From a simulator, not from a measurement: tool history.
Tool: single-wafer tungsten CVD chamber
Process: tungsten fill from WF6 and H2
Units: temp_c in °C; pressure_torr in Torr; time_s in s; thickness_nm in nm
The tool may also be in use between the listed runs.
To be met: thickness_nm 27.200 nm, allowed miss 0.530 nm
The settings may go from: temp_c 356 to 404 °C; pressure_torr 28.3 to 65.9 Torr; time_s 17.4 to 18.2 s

run 1 hour=0.0 | temp_c=380 pressure_torr=47.1 time_s=18.2 | thickness_nm=40.584
run 2 hour=2.6 | temp_c=375 pressure_torr=46.9 time_s=18.2 | thickness_nm=36.455
run 3 hour=6.0 | temp_c=368 pressure_torr=46.9 time_s=18.2 | thickness_nm=31.104
run 4 hour=11.5 | temp_c=368 pressure_torr=51.7 time_s=18.2 | thickness_nm=32.437
run 5 hour=12.1 | temp_c=368 pressure_torr=51.7 time_s=18.2 | thickness_nm=32.551
run 6 hour=16.6 | temp_c=368 pressure_torr=51.7 time_s=17.4 | thickness_nm=31.071
run 7 hour=24.6 | temp_c=367 pressure_torr=51.6 time_s=17.4 | thickness_nm=30.376
run 8 hour=33.2 | temp_c=366 pressure_torr=51.6 time_s=17.4 | thickness_nm=29.925
run 9 hour=38.2 | temp_c=360 pressure_torr=51.4 time_s=17.4 | thickness_nm=25.544
run 10 hour=43.6 | temp_c=361 pressure_torr=51.4 time_s=17.4 | thickness_nm=26.135

4 next moves are on the table. One of them brings every result within its allowed miss. Which?
run A hour=49.0 | temp_c=361 pressure_torr=55.4 time_s=17.4 | thickness_nm=?
run B hour=49.0 | temp_c=361 pressure_torr=44.3 time_s=18.2 | thickness_nm=?
run C hour=49.0 | temp_c=358 pressure_torr=53.5 time_s=18.2 | thickness_nm=?
run D hour=49.0 | temp_c=359 pressure_torr=53.1 time_s=17.4 | thickness_nm=?

move=A thickness_nm=27.275
move=B thickness_nm=25.731
move=C thickness_nm=26.160
move=D thickness_nm=25.520
A: meets every target
B: further off than the last run
C: as far off as the last run
D: further off than the last run
Answer: A
